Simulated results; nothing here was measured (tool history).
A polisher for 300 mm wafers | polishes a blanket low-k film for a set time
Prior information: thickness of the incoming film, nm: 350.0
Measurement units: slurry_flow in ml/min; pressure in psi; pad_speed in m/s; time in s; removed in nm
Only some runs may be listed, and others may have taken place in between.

| run | hour | slurry_flow | pressure | pad_speed | slurry_solids | time | removed |
|---|---|---|---|---|---|---|---|
| 1 | 0 | 285 | 1.2 | 1.18 | 1 | 81 | 20.268 |
| 2 | 6.8 | 285 | 1.2 | 1.18 | 1 | 85 | 21.06 |
| 3 | 12.3 | 285 | 1.2 | 1.18 | 1.1 | 85 | 22.446 |
| 4 | 19.8 | 280 | 1.1 | 1.18 | 1.1 | 85 | 20.739 |
| 5 | 23.9 | 280 | 1.1 | 1.46 | 1.1 | 85 | 24.772 |
| 6 | 31.5 | 275 | 1 | 1.42 | 1.1 | 85 | 22.796 |
| 7 | 37.4 | 275 | 0.9 | 1.36 | 1.1 | 85 | 20.638 |
| 8 | 43.6 | 275 | 0.8 | 1.3 | 1.1 | 85 | 18.303 |
| 9 | 52.3 | 275 | 0.7 | 1.28 | 1.1 | 85 | 16.773 |

Predict the results of run 10:
| 10 | 59 | 275 | 0.7 | 1.26 | 1.1 | 85 | ? |

Run 10 came out at removed 16.46 nm.
